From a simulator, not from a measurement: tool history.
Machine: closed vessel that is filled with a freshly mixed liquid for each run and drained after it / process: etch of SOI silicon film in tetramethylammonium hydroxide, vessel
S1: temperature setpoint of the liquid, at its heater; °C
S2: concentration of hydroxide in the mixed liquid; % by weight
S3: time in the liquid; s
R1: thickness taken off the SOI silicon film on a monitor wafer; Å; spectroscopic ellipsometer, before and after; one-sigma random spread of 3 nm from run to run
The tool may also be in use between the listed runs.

{"run": 1, "hour": 0.0, "S1": 74.0, "S2": 14.5, "S3": 95, "R1": 7218.8}
{"run": 2, "hour": 2.6, "S1": 77.0, "S2": 14.5, "S3": 95, "R1": 8617.6}
{"run": 3, "hour": 7.2, "S1": 77.0, "S2": 16.0, "S3": 95, "R1": 8213.3}
{"run": 4, "hour": 13.0, "S1": 76.0, "S2": 16.0, "S3": 95, "R1": 7760.0}
{"run": 5, "hour": 20.8, "S1": 75.5, "S2": 16.0, "S3": 95, "R1": 7500.0}
{"run": 6, "hour": 22.2, "S1": 75.5, "S2": 15.0, "S3": 95, "R1": 7691.6}

For run 7, what comes out?
{"run": 7, "hour": 25.3, "S1": 75.0, "S2": 15.0, "S3": 95, "R1": "?"}

R1: 7499.0 Å
